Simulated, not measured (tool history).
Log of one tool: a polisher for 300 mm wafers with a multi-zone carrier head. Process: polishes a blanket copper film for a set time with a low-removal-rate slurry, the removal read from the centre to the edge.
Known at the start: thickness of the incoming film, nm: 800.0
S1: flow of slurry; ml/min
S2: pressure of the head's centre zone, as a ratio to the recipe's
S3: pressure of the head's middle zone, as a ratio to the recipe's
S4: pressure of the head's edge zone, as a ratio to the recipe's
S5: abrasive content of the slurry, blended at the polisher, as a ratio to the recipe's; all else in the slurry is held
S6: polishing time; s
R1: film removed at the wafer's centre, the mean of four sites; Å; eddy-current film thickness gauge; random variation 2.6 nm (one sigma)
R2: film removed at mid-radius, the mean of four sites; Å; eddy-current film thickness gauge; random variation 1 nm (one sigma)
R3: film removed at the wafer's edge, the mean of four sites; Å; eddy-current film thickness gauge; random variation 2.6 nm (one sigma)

{"run": 1, "day": 0.0, "S1": 165, "S2": 1, "S3": 1, "S4": 1, "S5": 1, "S6": 41, "R1": 1232.4, "R2": 1240.5, "R3": 1237.4}
{"run": 2, "day": 0.229, "S1": 165, "S2": 1, "S3": 1, "S4": 1, "S5": 1.15, "S6": 41, "R1": 1242.8, "R2": 1284.6, "R3": 1297.1}
{"run": 3, "day": 0.554, "S1": 180, "S2": 1.05, "S3": 1, "S4": 1.04, "S5": 1.25, "S6": 42, "R1": 1435.7, "R2": 1351, "R3": 1357.6}
{"run": 4, "day": 0.725, "S1": 180, "S2": 0.99, "S3": 1, "S4": 1.04, "S5": 1.25, "S6": 42, "R1": 1321.2, "R2": 1355.9, "R3": 1374.3}
{"run": 5, "day": 0.954, "S1": 180, "S2": 1.01, "S3": 0.99, "S4": 1.07, "S5": 1.3, "S6": 44, "R1": 1415.3, "R2": 1412, "R3": 1495.5}
{"run": 6, "day": 1.046, "S1": 180, "S2": 1.01, "S3": 0.99, "S4": 1.07, "S5": 1.45, "S6": 44, "R1": 1454.2, "R2": 1433.7, "R3": 1515.2}
{"run": 7, "day": 1.258, "S1": 190, "S2": 1.03, "S3": 0.99, "S4": 1.1, "S5": 1.45, "S6": 45, "R1": 1580.4, "R2": 1501.6, "R3": 1618.9}
{"run": 8, "day": 1.554, "S1": 205, "S2": 1.04, "S3": 0.99, "S4": 1.11, "S5": 1.45, "S6": 45, "R1": 1597.6, "R2": 1521.9, "R3": 1634.4}
{"run": 9, "day": 1.654, "S1": 215, "S2": 1.06, "S3": 0.99, "S4": 1.13, "S5": 1.45, "S6": 45, "R1": 1631.5, "R2": 1515.2, "R3": 1640.2}
{"run": 10, "day": 1.9, "S1": 220, "S2": 1.07, "S3": 0.99, "S4": 1.14, "S5": 1.45, "S6": 45, "R1": 1644.3, "R2": 1526.5, "R3": 1679.6}
{"run": 11, "day": 2.15, "S1": 225, "S2": 1.09, "S3": 1, "S4": 1.15, "S5": 1.45, "S6": 45, "R1": 1702.3, "R2": 1558.4, "R3": 1628.4}

The next listed run, before its measurement:
{"run": 12, "day": 2.467, "S1": 230, "S2": 1.09, "S3": 0.99, "S4": 1.16, "S5": 1.45, "S6": 45, "R1": "?", "R2": "?", "R3": "?"}

R1: 1712.4 Å
R2: 1525.1 Å
R3: 1623.6 Å
